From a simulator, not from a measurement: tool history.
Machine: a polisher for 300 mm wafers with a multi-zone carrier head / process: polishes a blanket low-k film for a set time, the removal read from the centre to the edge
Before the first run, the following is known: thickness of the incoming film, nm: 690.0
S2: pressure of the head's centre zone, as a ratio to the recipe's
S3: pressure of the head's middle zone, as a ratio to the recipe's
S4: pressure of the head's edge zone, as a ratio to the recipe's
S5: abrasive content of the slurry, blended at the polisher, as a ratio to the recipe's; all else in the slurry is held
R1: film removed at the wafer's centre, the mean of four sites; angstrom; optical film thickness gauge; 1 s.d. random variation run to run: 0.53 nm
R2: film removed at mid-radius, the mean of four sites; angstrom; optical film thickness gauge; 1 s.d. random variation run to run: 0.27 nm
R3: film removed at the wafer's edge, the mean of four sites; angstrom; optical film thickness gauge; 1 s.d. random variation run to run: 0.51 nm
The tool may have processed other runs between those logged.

Run 1, hour 0.0: flow of slurry (ml/min) 315, S2 1.00, S3 1.00, S4 1.00, S5 1.00, polishing time (s) 87. Result: R1 468.56 angstrom, R2 419.21 angstrom, R3 433.70 angstrom.
Run 2, hour 4.8: flow of slurry (ml/min) 315, S2 1.00, S3 1.05, S4 1.00, S5 1.00, polishing time (s) 87. Result: R1 475.29 angstrom, R2 437.30 angstrom, R3 425.00 angstrom.
Run 3, hour 12.4: flow of slurry (ml/min) 315, S2 1.00, S3 1.05, S4 1.08, S5 1.00, polishing time (s) 87. Result: R1 460.91 angstrom, R2 441.13 angstrom, R3 445.14 angstrom.
Run 4, hour 20.4: flow of slurry (ml/min) 315, S2 1.03, S3 1.05, S4 1.08, S5 1.00, polishing time (s) 87. Result: R1 486.01 angstrom, R2 440.96 angstrom, R3 435.50 angstrom.
Run 5, hour 22.4: flow of slurry (ml/min) 315, S2 1.03, S3 1.01, S4 1.07, S5 0.95, polishing time (s) 87. Result: R1 466.56 angstrom, R2 411.29 angstrom, R3 434.08 angstrom.
Run 6, hour 23.2: flow of slurry (ml/min) 315, S2 1.04, S3 0.99, S4 1.05, S5 0.90, polishing time (s) 87. Result: R1 454.80 angstrom, R2 386.23 angstrom, R3 413.06 angstrom.
Run 7, hour 29.1: flow of slurry (ml/min) 310, S2 1.04, S3 0.97, S4 1.04, S5 0.90, polishing time (s) 87. Result: R1 448.86 angstrom, R2 380.05 angstrom, R3 399.89 angstrom.
Run 8, hour 30.1: flow of slurry (ml/min) 305, S2 1.04, S3 0.94, S4 1.05, S5 0.90, polishing time (s) 87. Result: R1 456.29 angstrom, R2 372.47 angstrom, R3 410.72 angstrom.

Run 9 comes next. What will it give?
Run 9, hour 36.6: flow of slurry (ml/min) 305, S2 1.04, S3 0.92, S4 1.05, S5 0.90, polishing time (s) 87. Result: R1 ?, R2 ?, R3 ?.

For run 9 the tool returned R1 455.85 angstrom, R2 363.24 angstrom, R3 404.84 angstrom.
